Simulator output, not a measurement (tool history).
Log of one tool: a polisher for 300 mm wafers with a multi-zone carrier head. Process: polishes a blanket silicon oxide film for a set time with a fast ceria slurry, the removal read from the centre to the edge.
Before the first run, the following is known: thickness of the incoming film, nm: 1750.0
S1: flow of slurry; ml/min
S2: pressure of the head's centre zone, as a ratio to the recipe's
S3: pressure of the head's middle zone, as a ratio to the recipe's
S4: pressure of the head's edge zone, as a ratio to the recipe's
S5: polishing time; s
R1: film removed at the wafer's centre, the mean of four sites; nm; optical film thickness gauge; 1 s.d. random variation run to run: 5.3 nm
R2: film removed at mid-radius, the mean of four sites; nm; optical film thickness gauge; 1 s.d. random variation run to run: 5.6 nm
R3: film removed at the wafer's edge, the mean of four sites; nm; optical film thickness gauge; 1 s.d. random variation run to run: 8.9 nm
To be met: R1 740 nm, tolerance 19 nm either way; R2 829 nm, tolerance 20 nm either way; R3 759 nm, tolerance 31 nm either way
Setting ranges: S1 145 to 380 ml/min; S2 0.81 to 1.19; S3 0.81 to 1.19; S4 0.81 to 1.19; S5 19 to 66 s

run	hour	S1	S2	S3	S4	S5	R1	R2	R3
1	0	245	1	1	1	42	556.53	576.9	593.5
2	8.7	245	1	1	1.06	42	559.65	572.9	602.79
3	14.6	245	0.93	1	1.06	42	532.44	573.6	604.25
4	16.4	245	0.99	1	1.06	42	561.28	579.67	601.06
5	24.5	245	0.99	0.93	1.06	42	550.6	544.14	604.84
6	27.1	245	0.93	0.93	1.06	42	529.24	545.88	620.31
7	31.8	260	0.95	0.98	1.06	45	575.53	604.88	646.47
8	33.4	260	0.96	1.02	1.06	47	605.89	651.38	681.13
9	40.1	330	1.06	1.12	1.03	51	728.7	758.7	745.03

5 next moves are on the table. One of them brings every result within its allowed miss. Which?
A	46.8	380	0.95	1.08	1.1	56	?	?	?
B	46.8	330	1.14	1.01	1.12	49	?	?	?
C	46.8	360	1.03	1.17	0.99	53	?	?	?
D	46.8	355	1.04	1.12	1.14	55	?	?	?
E	46.8	315	1.09	1.17	0.97	54	?	?	?

move	R1	R2	R3
A	745	826.22	862.7
B	733.15	684.95	756.29
C	743.24	820.92	772.14
D	775.51	826.58	859.29
E	779.74	827.86	773.04
A: meets the target for the result that was furthest off, but another lies outside its allowed miss
B: misses by more than the last run did
C: every result lands within tolerance
D: meets the target for the result that was furthest off, but another lies outside its allowed miss
E: meets the target for the result that was furthest off, but another lies outside its allowed miss
The move that meets every target is C.
